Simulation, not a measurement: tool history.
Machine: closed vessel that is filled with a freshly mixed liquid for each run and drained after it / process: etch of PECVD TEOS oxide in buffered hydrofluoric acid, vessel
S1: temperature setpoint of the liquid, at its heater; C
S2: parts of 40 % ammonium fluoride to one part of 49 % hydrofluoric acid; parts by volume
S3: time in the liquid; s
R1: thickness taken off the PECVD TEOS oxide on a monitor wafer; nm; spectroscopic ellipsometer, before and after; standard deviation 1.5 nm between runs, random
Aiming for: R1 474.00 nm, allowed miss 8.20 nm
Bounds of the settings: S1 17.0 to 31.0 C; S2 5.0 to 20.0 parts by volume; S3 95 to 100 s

run 1 hour=0.0 | S1=23.0 S2=12.0 S3=95 | R1=189.90
run 2 hour=1.7 | S1=23.0 S2=12.0 S3=95 | R1=189.86
run 3 hour=10.1 | S1=23.0 S2=13.5 S3=95 | R1=168.78
run 4 hour=14.8 | S1=24.0 S2=12.5 S3=95 | R1=192.76
run 5 hour=21.8 | S1=25.0 S2=12.0 S3=95 | R1=213.06
run 6 hour=24.8 | S1=25.0 S2=12.0 S3=100 | R1=222.55
run 7 hour=32.6 | S1=25.5 S2=11.5 S3=100 | R1=237.61
run 8 hour=36.3 | S1=26.0 S2=11.0 S3=100 | R1=257.37
run 9 hour=38.2 | S1=30.0 S2=7.0 S3=100 | R1=487.23

Exercise: of the 5 proposed moves below, exactly one satisfies all targets within the stated allowed misses. Which move is it?
run A hour=40.1 | S1=30.5 S2=7.0 S3=100 | R1=?
run B hour=40.1 | S1=28.5 S2=6.5 S3=95 | R1=?
run C hour=40.1 | S1=31.0 S2=7.0 S3=100 | R1=?
run D hour=40.1 | S1=30.5 S2=7.0 S3=95 | R1=?
run E hour=40.1 | S1=26.5 S2=5.0 S3=95 | R1=?

move=A R1=504.03
move=B R1=459.69
move=C R1=517.33
move=D R1=478.83
move=E R1=516.69
A: misses by more than the last run did
B: the result that was furthest off in the last run now lies on the other side of its target
C: misses by more than the last run did
D: every result lands within tolerance
E: misses by more than the last run did
Correct choice: D, which meets every target
